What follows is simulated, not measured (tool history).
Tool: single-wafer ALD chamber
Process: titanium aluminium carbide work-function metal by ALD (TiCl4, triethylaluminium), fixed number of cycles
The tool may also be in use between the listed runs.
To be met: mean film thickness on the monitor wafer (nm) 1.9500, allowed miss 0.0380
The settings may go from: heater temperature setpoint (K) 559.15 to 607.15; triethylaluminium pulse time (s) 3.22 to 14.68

run,hour,heater temperature setpoint (K),triethylaluminium pulse time (s),mean film thickness on the monitor wafer (nm)
1,0.0,583.15,8.95,2.1923
2,6.0,583.15,11.30,2.2530
3,10.5,577.15,10.39,2.1702
4,12.1,577.15,11.61,2.1937
5,19.0,573.15,10.96,2.1373
6,26.5,573.15,8.43,2.0902
7,30.6,570.15,8.07,2.0193
8,35.6,569.15,7.97,2.0088
9,41.7,568.15,7.88,2.0098
10,48.0,568.15,7.88,2.0022

4 next moves are on the table. One of them brings every result within its allowed miss. Which?
A,54.3,563.15,6.34,?
B,54.3,564.15,7.64,?
C,54.3,568.15,8.24,?
D,54.3,572.15,7.85,?

move,mean film thickness on the monitor wafer (nm)
A,1.8717
B,1.9550
C,2.0210
D,2.0457
A: takes the result that was furthest off past its target
B: meets every target
C: further off than the last run
D: further off than the last run
Answer: B
